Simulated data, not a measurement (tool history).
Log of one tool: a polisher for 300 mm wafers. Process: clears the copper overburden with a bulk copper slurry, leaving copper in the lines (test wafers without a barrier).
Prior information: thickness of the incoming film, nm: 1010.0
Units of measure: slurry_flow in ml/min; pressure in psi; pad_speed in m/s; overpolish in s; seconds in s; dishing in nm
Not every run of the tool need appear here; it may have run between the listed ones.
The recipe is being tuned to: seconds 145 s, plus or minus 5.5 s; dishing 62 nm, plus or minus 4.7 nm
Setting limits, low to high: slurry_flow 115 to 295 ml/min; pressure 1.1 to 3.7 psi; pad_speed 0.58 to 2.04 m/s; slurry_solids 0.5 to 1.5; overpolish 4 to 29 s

{"run": 1, "hour": 0.0, "slurry_flow": 190, "pressure": 2.4, "pad_speed": 1.3, "slurry_solids": 1, "overpolish": 15, "seconds": 104.33, "dishing": 67.417}
{"run": 2, "hour": 3.8, "slurry_flow": 190, "pressure": 2.3, "pad_speed": 1.3, "slurry_solids": 1, "overpolish": 16, "seconds": 109.02, "dishing": 63.99}
{"run": 3, "hour": 8.4, "slurry_flow": 190, "pressure": 2.3, "pad_speed": 1.3, "slurry_solids": 0.85, "overpolish": 16, "seconds": 110.97, "dishing": 65.386}
{"run": 4, "hour": 10.2, "slurry_flow": 220, "pressure": 2.3, "pad_speed": 1.3, "slurry_solids": 0.85, "overpolish": 16, "seconds": 110.74, "dishing": 63.729}
{"run": 5, "hour": 18.3, "slurry_flow": 220, "pressure": 2.2, "pad_speed": 1.3, "slurry_solids": 0.85, "overpolish": 17, "seconds": 113.35, "dishing": 64.971}
{"run": 6, "hour": 25.3, "slurry_flow": 220, "pressure": 2.1, "pad_speed": 1.3, "slurry_solids": 0.85, "overpolish": 18, "seconds": 119.67, "dishing": 69.15}
{"run": 7, "hour": 34.1, "slurry_flow": 220, "pressure": 2, "pad_speed": 1.3, "slurry_solids": 0.85, "overpolish": 18, "seconds": 125.17, "dishing": 64.864}
{"run": 8, "hour": 40.3, "slurry_flow": 220, "pressure": 1.9, "pad_speed": 1.3, "slurry_solids": 0.85, "overpolish": 18, "seconds": 132.6, "dishing": 60.792}
{"run": 9, "hour": 46.1, "slurry_flow": 220, "pressure": 1.8, "pad_speed": 1.3, "slurry_solids": 0.85, "overpolish": 19, "seconds": 138.47, "dishing": 62.678}

Which of these 5 next moves meets every target?
{"run": "A", "hour": 51.9, "slurry_flow": 185, "pressure": 1.7, "pad_speed": 1.16, "slurry_solids": 0.95, "overpolish": 29, "seconds": "?", "dishing": "?"}
{"run": "B", "hour": 51.9, "slurry_flow": 225, "pressure": 1.7, "pad_speed": 1.36, "slurry_solids": 0.8, "overpolish": 20, "seconds": "?", "dishing": "?"}
{"run": "C", "hour": 51.9, "slurry_flow": 220, "pressure": 1.7, "pad_speed": 1.58, "slurry_solids": 0.8, "overpolish": 17, "seconds": "?", "dishing": "?"}
{"run": "D", "hour": 51.9, "slurry_flow": 285, "pressure": 1.6, "pad_speed": 1.58, "slurry_solids": 0.8, "overpolish": 29, "seconds": "?", "dishing": "?"}
{"run": "E", "hour": 51.9, "slurry_flow": 225, "pressure": 2.1, "pad_speed": 1.2, "slurry_solids": 0.65, "overpolish": 17, "seconds": "?", "dishing": "?"}

move=A seconds=161.64 dishing=69.427
move=B seconds=144.28 dishing=62.075
move=C seconds=129.27 dishing=60.476
move=D seconds=133.08 dishing=73.299
move=E seconds=133.17 dishing=61.204
A: takes the biggest miss from the last run beyond its target
B: every result lands within tolerance
C: lands further from the targets than the last run did
D: lands further from the targets than the last run did
E: lands further from the targets than the last run did
So the answer is move B, the one that meets all the targets.
